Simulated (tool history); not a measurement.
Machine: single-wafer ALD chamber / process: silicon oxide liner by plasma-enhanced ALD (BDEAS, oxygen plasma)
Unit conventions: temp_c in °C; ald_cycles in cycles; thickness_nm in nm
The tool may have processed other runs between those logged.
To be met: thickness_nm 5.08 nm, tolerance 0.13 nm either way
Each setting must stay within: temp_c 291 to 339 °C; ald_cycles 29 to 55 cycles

run,day,temp_c,ald_cycles,thickness_nm
1,0,315,42,4.1645
2,0.125,315,40,3.9833
3,0.225,315,41,4.0755
4,0.496,315,42,4.2057
5,0.821,320,42,4.159
6,1.062,320,43,4.2524
7,1.346,320,43,4.2578
# day 1.558: thermocouple changed; heater temperature recalibrated
8,1.558,320,44,4.3473
9,1.754,320,45,4.3977
10,2.117,320,46,4.5512
11,2.167,320,47,4.6602
12,2.325,320,49,4.8228

Of the 4 settings listed for the next run, only one would bring every result within its allowed miss of target. Which one?
A,2.483,319,55,?
B,2.483,335,53,?
C,2.483,322,54,?
D,2.483,311,53,?

move,thickness_nm
A,5.3992
B,5.0665
C,5.275
D,5.2711
A: pushes the last run's worst result past its target
B: every result lands within tolerance
C: pushes the last run's worst result past its target
D: pushes the last run's worst result past its target
The move that meets every target is B.
